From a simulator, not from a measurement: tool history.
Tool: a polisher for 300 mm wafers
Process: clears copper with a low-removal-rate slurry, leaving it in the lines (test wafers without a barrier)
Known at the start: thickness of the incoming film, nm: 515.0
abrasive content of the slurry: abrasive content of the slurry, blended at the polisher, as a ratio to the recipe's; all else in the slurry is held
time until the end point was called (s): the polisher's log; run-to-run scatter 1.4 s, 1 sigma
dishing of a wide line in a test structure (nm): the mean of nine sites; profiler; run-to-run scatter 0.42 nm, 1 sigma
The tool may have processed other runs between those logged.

| run | hour | flow of slurry (ml/min) | pressure of the wafer on the pad (psi) | speed of the pad under the wafer (m/s) | abrasive content of the slurry | overpolish time after the end point (s) | time until the end point was called (s) | dishing of a wide line in a test structure (nm) |
|---|---|---|---|---|---|---|---|---|
| 1 | 0 | 220 | 4 | 1.26 | 1 | 17 | 89.631 | 34.499 |
| 2 | 2.4 | 220 | 4 | 1.12 | 1 | 17 | 100.62 | 31.837 |
| 3 | 8.6 | 240 | 4 | 1.12 | 1 | 17 | 102.26 | 33.805 |
| 4 | 15.9 | 230 | 4 | 1.12 | 1 | 15 | 102.48 | 31.332 |
| 5 | 18.5 | 230 | 4 | 1.12 | 0.85 | 15 | 105.37 | 29.729 |
| 6 | 26.5 | 230 | 4.6 | 1.12 | 0.85 | 15 | 92.794 | 32.833 |
| 7 | 33.7 | 225 | 4.5 | 1.12 | 0.85 | 13 | 92.844 | 30.927 |

Expected results for the next run?
| 8 | 35.5 | 220 | 4.4 | 1.12 | 0.85 | 12 | ? | ? |

time until the end point was called (s): 96.702
dishing of a wide line in a test structure (nm): 29.43

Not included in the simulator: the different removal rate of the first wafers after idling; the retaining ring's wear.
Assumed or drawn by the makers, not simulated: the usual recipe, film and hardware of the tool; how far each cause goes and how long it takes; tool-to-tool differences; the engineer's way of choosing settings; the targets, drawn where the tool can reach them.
